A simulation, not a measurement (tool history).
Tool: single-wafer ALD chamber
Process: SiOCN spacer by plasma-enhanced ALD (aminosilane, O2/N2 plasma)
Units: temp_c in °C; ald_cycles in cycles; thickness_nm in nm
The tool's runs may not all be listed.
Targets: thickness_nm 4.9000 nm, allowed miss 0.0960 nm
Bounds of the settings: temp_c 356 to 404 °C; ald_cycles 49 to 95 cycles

| run | day | temp_c | ald_cycles | thickness_nm |
|---|---|---|---|---|
| 1 | 0.000 | 380 | 72 | 3.9882 |
| 2 | 0.275 | 380 | 74 | 4.1279 |
| 3 | 0.442 | 380 | 82 | 4.5997 |
| 4 | 0.742 | 380 | 72 | 3.9861 |
| 5 | 1.092 | 385 | 72 | 4.0165 |
| 6 | 1.288 | 391 | 72 | 3.9699 |
| 7 | 1.433 | 391 | 74 | 4.1484 |
| 8 | 1.658 | 391 | 76 | 4.2906 |
| 9 | 1.746 | 391 | 76 | 4.2325 |
| 10 | 1.792 | 391 | 77 | 4.2541 |

Which of these 5 next moves meets every target?
| A | 1.838 | 396 | 93 | ? |
| B | 1.838 | 387 | 88 | ? |
| C | 1.838 | 391 | 91 | ? |
| D | 1.838 | 390 | 83 | ? |
| E | 1.838 | 399 | 93 | ? |

| move | thickness_nm |
|---|---|
| A | 5.1607 |
| B | 4.8832 |
| C | 5.0497 |
| D | 4.6057 |
| E | 5.1607 |
A: takes the result that was furthest off past its target
B: meets every target
C: takes the result that was furthest off past its target
D: nearer than the last run, and not there yet
E: takes the result that was furthest off past its target
The right move is B.
